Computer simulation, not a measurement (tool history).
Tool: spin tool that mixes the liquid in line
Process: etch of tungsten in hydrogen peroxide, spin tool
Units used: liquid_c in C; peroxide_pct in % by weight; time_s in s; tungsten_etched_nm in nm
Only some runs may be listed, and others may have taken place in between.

run,hour,liquid_c,peroxide_pct,time_s,tungsten_etched_nm
1,0.0,55.0,16.0,55,180.84
2,5.6,55.0,18.5,55,194.78
3,13.2,57.0,18.5,55,221.50
4,17.6,61.5,18.5,55,285.78
5,18.4,61.5,20.5,55,301.48
6,21.1,61.5,17.5,55,280.79
7,29.5,62.5,17.5,55,291.61
8,33.3,63.0,18.0,55,307.32

The next listed run, before its measurement:
9,37.6,63.5,18.0,55,?

{"run 9": {"tungsten_etched_nm": 313.6}}
